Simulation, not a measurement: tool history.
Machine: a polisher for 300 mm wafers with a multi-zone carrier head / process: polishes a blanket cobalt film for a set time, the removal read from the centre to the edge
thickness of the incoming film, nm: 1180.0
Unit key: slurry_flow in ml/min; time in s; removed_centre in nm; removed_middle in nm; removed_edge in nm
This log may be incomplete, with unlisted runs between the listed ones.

run	hour	slurry_flow	centre_zone	middle_zone	edge_zone	time	removed_centre	removed_middle	removed_edge
1	0.0	145	1.00	1.00	1.00	41	210.65	212.40	215.74
2	6.2	160	1.00	1.00	1.00	41	215.86	219.64	219.88
3	10.5	160	1.08	1.00	1.00	41	233.38	214.19	218.01
4	16.7	160	1.08	0.94	1.00	41	231.84	207.30	221.53
5	20.6	160	1.08	0.94	0.92	41	229.63	203.26	212.58
6	29.0	160	1.05	0.94	0.92	41	223.45	205.19	211.96
7	36.4	160	1.05	0.94	0.92	41	220.80	205.25	211.96
8	40.9	150	1.00	0.97	0.90	41	209.96	214.80	208.14
9	43.3	150	1.00	0.97	0.90	41	209.44	209.31	205.51
10	49.8	140	0.96	0.99	0.90	41	200.24	215.68	207.17
11	53.4	115	0.86	1.08	0.81	35	147.23	183.37	164.69
12	54.3	125	0.85	1.09	0.82	35	147.10	188.16	168.12

Estimate the outcome of run 13 from the log above:
13	61.9	130	0.85	1.10	0.82	35	?	?	?

removed_centre: 146.67 nm
removed_middle: 196.33 nm
removed_edge: 168.34 nm

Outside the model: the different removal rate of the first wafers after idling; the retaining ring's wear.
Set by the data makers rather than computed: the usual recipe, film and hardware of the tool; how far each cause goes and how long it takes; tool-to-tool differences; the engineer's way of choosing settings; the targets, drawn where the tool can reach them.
